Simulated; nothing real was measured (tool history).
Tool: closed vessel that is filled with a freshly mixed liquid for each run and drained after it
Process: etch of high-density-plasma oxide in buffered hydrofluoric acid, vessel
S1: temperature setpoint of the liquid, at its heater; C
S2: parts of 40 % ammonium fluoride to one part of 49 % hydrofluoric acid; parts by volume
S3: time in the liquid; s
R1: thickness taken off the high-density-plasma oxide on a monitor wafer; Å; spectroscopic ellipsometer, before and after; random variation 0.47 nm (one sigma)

Run 1, hour 0: S1 21 C, S2 14 parts by volume, S3 95 s. Result: R1 739.74 Å.
Run 2, hour 5.1: S1 23 C, S2 14 parts by volume, S3 95 s. Result: R1 824.85 Å.
Run 3, hour 6.8: S1 24.5 C, S2 14 parts by volume, S3 95 s. Result: R1 902.67 Å.
Run 4, hour 12.2: S1 25.5 C, S2 14 parts by volume, S3 95 s. Result: R1 949.08 Å.
Run 5, hour 14.9: S1 25.5 C, S2 14 parts by volume, S3 95 s. Result: R1 947.37 Å.
Run 6, hour 19.2: S1 27 C, S2 14 parts by volume, S3 95 s. Result: R1 1031.9 Å.
Run 7, hour 26.5: S1 27.5 C, S2 14 parts by volume, S3 95 s. Result: R1 1060.8 Å.

Run 8 comes next. What will it give?
Run 8, hour 27.8: S1 28 C, S2 14 parts by volume, S3 95 s. Result: R1 ?.

Run 8 gave R1 1093.3 Å.
